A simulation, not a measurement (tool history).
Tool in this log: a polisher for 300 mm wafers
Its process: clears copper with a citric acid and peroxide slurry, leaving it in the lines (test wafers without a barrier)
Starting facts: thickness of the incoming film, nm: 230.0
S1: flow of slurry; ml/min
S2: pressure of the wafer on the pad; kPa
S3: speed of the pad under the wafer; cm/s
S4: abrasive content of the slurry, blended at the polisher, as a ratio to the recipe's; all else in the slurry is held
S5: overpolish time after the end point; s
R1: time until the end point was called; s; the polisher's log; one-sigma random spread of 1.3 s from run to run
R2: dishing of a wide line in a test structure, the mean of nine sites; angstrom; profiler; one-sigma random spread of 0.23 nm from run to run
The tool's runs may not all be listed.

run 1 day=0 | S1=315 S2=22.8 S3=130 S4=1 S5=14 | R1=78.997 R2=270.27
run 2 day=0.258 | S1=315 S2=22.8 S3=130 S4=1.1 S5=14 | R1=76.222 R2=272.36
run 3 day=0.583 | S1=310 S2=20.7 S3=128 S4=1.05 S5=15 | R1=87.008 R2=258.53
run 4 day=0.921 | S1=305 S2=18.6 S3=128 S4=1.05 S5=16 | R1=93.633 R2=258
run 5 day=1.042 | S1=305 S2=17.2 S3=126 S4=1.05 S5=16 | R1=102.1 R2=237.66
run 6 day=1.208 | S1=305 S2=20 S3=126 S4=1.05 S5=16 | R1=88.365 R2=265.32
run 7 day=1.479 | S1=305 S2=17.9 S3=124 S4=1.05 S5=16 | R1=100.54 R2=242.21
run 8 day=1.821 | S1=305 S2=16.5 S3=122 S4=1.05 S5=16 | R1=109.57 R2=223.65
run 9 day=2.183 | S1=305 S2=15.2 S3=122 S4=1.05 S5=16 | R1=115.88 R2=207.33

The next listed run, before its measurement:
run 10 day=2.525 | S1=305 S2=14.5 S3=122 S4=1.05 S5=17 | R1=? R2=?

Run 10 came out at R1 121.11 s, R2 215.84 angstrom.
